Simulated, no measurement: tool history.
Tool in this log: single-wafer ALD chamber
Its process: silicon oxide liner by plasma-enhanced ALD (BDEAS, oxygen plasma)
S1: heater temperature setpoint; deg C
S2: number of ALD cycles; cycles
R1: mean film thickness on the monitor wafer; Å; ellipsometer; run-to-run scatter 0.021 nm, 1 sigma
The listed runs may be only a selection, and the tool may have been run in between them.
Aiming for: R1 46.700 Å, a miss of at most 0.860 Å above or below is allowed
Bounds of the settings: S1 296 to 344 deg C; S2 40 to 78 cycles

run  hour   S1  S2      R1
  1   0.0  320  59  56.854
  2   1.0  320  66  63.621
  3   4.0  312  66  64.290
  4  10.4  312  62  60.430
  5  13.5  313  59  57.006
  6  17.5  313  63  60.840
  7  19.0  317  54  52.580
  8  21.5  317  53  51.163
  9  27.6  317  52  49.907
 10  32.9  317  51  49.158

Pick the move, out of 5, that brings all results within their allowed miss; only one does.
  A  38.2  320  56   ?
  B  38.2  326  49   ?
  C  38.2  325  56   ?
  D  38.2  314  52   ?
  E  38.2  318  46   ?

move      R1
   A  53.737
   B  46.557
   C  53.296
   D  50.389
   E  44.285
A: moves away from the targets compared with the last run
B: every result within its allowed miss
C: moves away from the targets compared with the last run
D: moves away from the targets compared with the last run
E: takes the result that was furthest off past its target
Go with B: it meets all targets.
